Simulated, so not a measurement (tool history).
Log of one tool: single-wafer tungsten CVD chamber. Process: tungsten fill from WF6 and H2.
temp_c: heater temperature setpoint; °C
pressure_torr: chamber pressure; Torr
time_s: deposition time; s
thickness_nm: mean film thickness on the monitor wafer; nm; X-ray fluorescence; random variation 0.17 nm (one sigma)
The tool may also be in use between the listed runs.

run,day,temp_c,pressure_torr,time_s,thickness_nm
1,0,375,31.4,16.2,29.064
2,0.125,366,31.4,16.2,23.966
3,0.412,366,29.3,16.2,23.256
4,0.6,369,29.4,16.2,24.712
5,0.862,360,29.4,16.2,20.707
6,1.154,360,25.2,16.2,19.137
7,1.329,365,25.3,16.2,21.222
8,1.433,369,25.4,16.2,23.242
9,1.662,372,25.5,16.2,24.447
10,1.883,375,25.6,16.2,26.387
11,2.204,377,25.6,16.2,27.111
12,2.392,379,25.6,16.2,28.587

The next listed run, before its measurement:
13,2.504,379,25.6,16.2,?

{"run 13": {"thickness_nm": 28.393}}
